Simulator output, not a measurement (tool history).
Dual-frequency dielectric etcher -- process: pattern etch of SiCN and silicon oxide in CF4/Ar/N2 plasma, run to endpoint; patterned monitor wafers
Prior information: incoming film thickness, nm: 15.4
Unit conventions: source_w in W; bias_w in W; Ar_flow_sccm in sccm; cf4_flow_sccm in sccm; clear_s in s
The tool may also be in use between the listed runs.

Run 1, hour 0.0: source_w 580 W, bias_w 73 W, Ar_flow_sccm 108 sccm, cf4_flow_sccm 72 sccm. Result: clear_s 13.952 s.
Run 2, hour 5.2: source_w 580 W, bias_w 73 W, Ar_flow_sccm 108 sccm, cf4_flow_sccm 66 sccm. Result: clear_s 14.107 s.
Run 3, hour 8.9: source_w 580 W, bias_w 68 W, Ar_flow_sccm 108 sccm, cf4_flow_sccm 66 sccm. Result: clear_s 14.367 s.
Run 4, hour 13.0: source_w 640 W, bias_w 68 W, Ar_flow_sccm 108 sccm, cf4_flow_sccm 66 sccm. Result: clear_s 12.913 s.
Run 5, hour 17.8: source_w 570 W, bias_w 67 W, Ar_flow_sccm 109 sccm, cf4_flow_sccm 66 sccm. Result: clear_s 14.795 s.
Run 6, hour 22.5: source_w 570 W, bias_w 67 W, Ar_flow_sccm 109 sccm, cf4_flow_sccm 76 sccm. Result: clear_s 14.411 s.
Run 7, hour 31.3: source_w 520 W, bias_w 66 W, Ar_flow_sccm 110 sccm, cf4_flow_sccm 76 sccm. Result: clear_s 16.073 s.
Run 8, hour 34.2: source_w 490 W, bias_w 65 W, Ar_flow_sccm 110 sccm, cf4_flow_sccm 76 sccm. Result: clear_s 17.413 s.
Run 9, hour 36.2: source_w 470 W, bias_w 65 W, Ar_flow_sccm 110 sccm, cf4_flow_sccm 76 sccm. Result: clear_s 18.182 s.
Run 10, hour 42.2: source_w 460 W, bias_w 65 W, Ar_flow_sccm 110 sccm, cf4_flow_sccm 76 sccm. Result: clear_s 18.633 s.
Run 11, hour 46.8: source_w 420 W, bias_w 64 W, Ar_flow_sccm 110 sccm, cf4_flow_sccm 76 sccm. Result: clear_s 21.007 s.
Run 12, hour 55.7: source_w 430 W, bias_w 64 W, Ar_flow_sccm 110 sccm, cf4_flow_sccm 76 sccm. Result: clear_s 20.383 s.

The next listed run, before its measurement:
At hour 63.7: CF4 flow controller replaced.
Run 13, hour 63.7: source_w 460 W, bias_w 65 W, Ar_flow_sccm 110 sccm, cf4_flow_sccm 76 sccm. Result: clear_s ?.

Run 13 measured clear_s 18.852 s.
